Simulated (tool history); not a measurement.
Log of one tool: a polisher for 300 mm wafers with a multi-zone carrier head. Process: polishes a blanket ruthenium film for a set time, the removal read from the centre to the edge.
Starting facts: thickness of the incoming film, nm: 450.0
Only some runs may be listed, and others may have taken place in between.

run	hour	flow of slurry (ml/min)	pressure of the head's centre zone	pressure of the head's middle zone	pressure of the head's edge zone	polishing time (s)	film removed at the wafer's centre (nm)	film removed at mid-radius (nm)	film removed at the wafer's edge (nm)
1	0.0	195	1.00	1.00	1.00	65	93.298	91.366	90.816
2	1.5	175	1.00	1.00	1.00	65	90.755	90.421	89.240
3	7.3	200	1.00	1.00	1.00	65	91.419	90.746	89.351
4	11.5	200	1.00	1.00	0.95	65	92.605	91.904	88.595
5	15.6	200	1.00	1.00	1.02	65	93.671	92.452	89.512
6	19.7	200	1.00	1.01	1.02	66	95.108	93.191	92.251
7	26.7	255	1.04	1.11	1.02	69	106.240	108.290	99.713

For run 8, what comes out?
8	34.7	255	1.04	1.12	1.02	69	?	?	?

{"run 8": {"film removed at the wafer's centre (nm)": 105.99, "film removed at mid-radius (nm)": 108.77, "film removed at the wafer's edge (nm)": 97.31}}
